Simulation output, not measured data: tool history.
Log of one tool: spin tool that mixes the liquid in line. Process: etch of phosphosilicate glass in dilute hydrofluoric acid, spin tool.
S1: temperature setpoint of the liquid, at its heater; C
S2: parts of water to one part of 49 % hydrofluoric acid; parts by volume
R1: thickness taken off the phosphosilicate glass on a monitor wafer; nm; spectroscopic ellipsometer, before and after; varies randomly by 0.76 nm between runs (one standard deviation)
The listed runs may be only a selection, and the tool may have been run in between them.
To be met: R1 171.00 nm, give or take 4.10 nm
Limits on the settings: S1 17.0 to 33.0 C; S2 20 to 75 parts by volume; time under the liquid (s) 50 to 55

{"run": 1, "day": 0.0, "S1": 25.0, "S2": 45, "time under the liquid (s)": 50, "R1": 145.56}
{"run": 2, "day": 0.217, "S1": 26.0, "S2": 45, "time under the liquid (s)": 50, "R1": 151.98}
{"run": 3, "day": 0.283, "S1": 26.5, "S2": 45, "time under the liquid (s)": 50, "R1": 154.67}
{"run": 4, "day": 0.596, "S1": 26.5, "S2": 35, "time under the liquid (s)": 50, "R1": 201.31}
{"run": 5, "day": 0.762, "S1": 25.5, "S2": 35, "time under the liquid (s)": 50, "R1": 193.48}
{"run": 6, "day": 0.975, "S1": 24.5, "S2": 35, "time under the liquid (s)": 50, "R1": 185.94}
{"run": 7, "day": 1.262, "S1": 24.0, "S2": 35, "time under the liquid (s)": 50, "R1": 182.8}
{"run": 8, "day": 1.462, "S1": 23.5, "S2": 35, "time under the liquid (s)": 50, "R1": 176.1}

Below are 5 possible settings for the next run. Only one of them brings all results inside the allowed miss of their targets. Which is it?
{"run": "A", "day": 1.662, "S1": 24.0, "S2": 40, "time under the liquid (s)": 50, "R1": "?"}
{"run": "B", "day": 1.662, "S1": 24.5, "S2": 40, "time under the liquid (s)": 50, "R1": "?"}
{"run": "C", "day": 1.662, "S1": 21.0, "S2": 35, "time under the liquid (s)": 50, "R1": "?"}
{"run": "D", "day": 1.662, "S1": 21.5, "S2": 35, "time under the liquid (s)": 50, "R1": "?"}
{"run": "E", "day": 1.662, "S1": 22.5, "S2": 35, "time under the liquid (s)": 50, "R1": "?"}

move=A R1=157.56
move=B R1=160.86
move=C R1=159.76
move=D R1=163.19
move=E R1=170.24
A: the result that was furthest off in the last run now lies on the other side of its target
B: the result that was furthest off in the last run now lies on the other side of its target
C: the result that was furthest off in the last run now lies on the other side of its target
D: the result that was furthest off in the last run now lies on the other side of its target
E: hits every target within its allowed miss
Correct choice: E, which meets every target

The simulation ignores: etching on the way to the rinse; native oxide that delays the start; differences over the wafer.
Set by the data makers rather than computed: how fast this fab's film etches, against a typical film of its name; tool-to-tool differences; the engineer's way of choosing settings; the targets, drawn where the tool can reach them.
